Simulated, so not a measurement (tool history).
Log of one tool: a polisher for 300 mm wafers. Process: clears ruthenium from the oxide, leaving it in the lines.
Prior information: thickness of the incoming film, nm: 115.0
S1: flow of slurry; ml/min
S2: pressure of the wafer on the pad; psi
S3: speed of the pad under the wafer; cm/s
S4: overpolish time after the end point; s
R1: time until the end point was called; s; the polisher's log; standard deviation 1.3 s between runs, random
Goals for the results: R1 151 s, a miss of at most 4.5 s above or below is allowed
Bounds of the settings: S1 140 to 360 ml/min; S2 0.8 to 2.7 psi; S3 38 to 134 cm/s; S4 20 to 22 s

| run | day | S1 | S2 | S3 | S4 | R1 |
|---|---|---|---|---|---|---|
| 1 | 0 | 230 | 1.7 | 86 | 20 | 115.17 |
| 2 | 0.325 | 230 | 1.7 | 104 | 20 | 96.605 |
| 3 | 0.475 | 230 | 1.6 | 104 | 20 | 100.79 |
| 4 | 0.783 | 230 | 1.6 | 104 | 20 | 100.77 |
| 5 | 1.108 | 285 | 1.6 | 104 | 20 | 98.565 |
| 6 | 1.371 | 285 | 1.5 | 104 | 20 | 103.96 |
| 7 | 1.717 | 285 | 1.5 | 104 | 20 | 105.35 |
| 8 | 1.95 | 285 | 1.4 | 104 | 20 | 110.54 |
| 9 | 2.008 | 285 | 1.3 | 104 | 20 | 117.78 |
| 10 | 2.162 | 285 | 1.2 | 104 | 20 | 124.27 |
| 11 | 2.208 | 270 | 0.8 | 104 | 20 | 169.57 |
| 12 | 2.454 | 275 | 0.8 | 104 | 20 | 167.55 |
| 13 | 2.7 | 300 | 1 | 104 | 20 | 142.35 |
| 14 | 3.058 | 295 | 1 | 104 | 20 | 141.97 |

5 next moves are on the table. One of them brings every result within its allowed miss. Which?
| A | 3.417 | 285 | 1.1 | 106 | 22 | ? |
| B | 3.417 | 315 | 1.4 | 86 | 22 | ? |
| C | 3.417 | 300 | 1.1 | 102 | 20 | ? |
| D | 3.417 | 315 | 1 | 108 | 20 | ? |
| E | 3.417 | 295 | 1.1 | 90 | 20 | ? |

| move | R1 |
|---|---|
| A | 132.25 |
| B | 132.64 |
| C | 136.63 |
| D | 138.36 |
| E | 154.57 |
A: further off than the last run
B: further off than the last run
C: further off than the last run
D: further off than the last run
E: all results land within tolerance of their targets
Correct choice: E, which meets every target
